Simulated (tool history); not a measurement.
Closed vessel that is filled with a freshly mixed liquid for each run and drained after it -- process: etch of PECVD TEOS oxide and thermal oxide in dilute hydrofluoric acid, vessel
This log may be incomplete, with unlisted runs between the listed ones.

run	hour	temperature setpoint of the liquid (K)	parts of water to one part of 49 % hydrofluoric acid (parts by volume)	time in the liquid (s)	thickness taken off the PECVD TEOS oxide on a monitor wafer (Å)	thickness taken off the thermal oxide on a monitor wafer (Å)
1	0	293.15	275	1430	511.88	184.05
2	7.3	293.65	275	1430	522.98	188.03
3	15	293.65	275	1990	718.58	263.14
4	18.9	293.65	275	1455	533.73	187.67
5	26.3	293.65	275	1465	537.74	191.77
6	32.4	293.65	205	1465	772.86	276.2
7	33.1	293.15	210	1465	732.22	264.66
8	41.1	292.65	215	1465	695.01	248.32

Forecast run 9:
9	43.3	292.15	220	1465	?	?

Run 9 yielded thickness taken off the PECVD TEOS oxide on a monitor wafer (Å) 665.87, thickness taken off the thermal oxide on a monitor wafer (Å) 238.88.
